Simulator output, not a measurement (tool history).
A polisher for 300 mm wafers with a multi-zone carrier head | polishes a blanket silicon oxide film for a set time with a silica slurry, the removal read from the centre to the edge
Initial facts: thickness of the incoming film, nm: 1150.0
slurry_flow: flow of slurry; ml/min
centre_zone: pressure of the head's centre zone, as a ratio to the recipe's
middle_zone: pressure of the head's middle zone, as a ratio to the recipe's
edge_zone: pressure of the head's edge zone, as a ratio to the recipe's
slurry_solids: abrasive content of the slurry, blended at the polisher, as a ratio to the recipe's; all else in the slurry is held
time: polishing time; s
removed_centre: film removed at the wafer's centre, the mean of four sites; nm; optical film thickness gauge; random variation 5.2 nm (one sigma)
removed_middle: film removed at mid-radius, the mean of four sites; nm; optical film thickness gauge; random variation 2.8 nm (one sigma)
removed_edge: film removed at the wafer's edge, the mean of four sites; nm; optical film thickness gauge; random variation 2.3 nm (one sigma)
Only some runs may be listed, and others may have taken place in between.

run,hour,slurry_flow,centre_zone,middle_zone,edge_zone,slurry_solids,time,removed_centre,removed_middle,removed_edge
1,0,305,1,1,1,1,86,227.95,220.54,214.52
2,0.7,310,1.03,1,1.03,1.1,87,250.56,233.47,235.49
3,3.8,310,1.03,0.95,1.03,1.1,87,253.79,222.53,233.93
4,12.4,320,1.06,0.97,1.04,1.15,87,261.87,234.63,242.1
5,13.2,315,1.08,0.96,1.03,1.2,88,275.33,237.87,245.41
6,16.5,315,1.08,0.96,0.98,1.2,88,277.34,238.81,242.56
7,24.5,320,1.1,0.96,0.99,1.25,89,292.01,241.45,253.83
8,26.7,325,1.12,0.97,1,1.3,90,315.9,251.24,262.47
9,34.5,330,1.12,0.99,1.02,1.35,90,305.79,267.23,265.97
# hour 38.6: worn pad replaced by a new one
10,38.6,330,1.13,0.98,1.03,1.4,91,376.07,308.11,318.78
11,42.6,330,1.12,0.97,1.02,1.4,91,365.01,306.18,316.61
12,46.9,325,1.12,0.97,1.02,1.4,91,374.27,310.68,315.74
13,52.1,335,1.12,0.97,1.02,1.4,91,369.3,313.58,318.73

What will run 14 give?
14,57.1,330,1.12,0.97,1.02,1.4,91,?,?,?

For run 14 the tool returned removed_centre 363.8 nm, removed_middle 312.6 nm, removed_edge 314.61 nm.
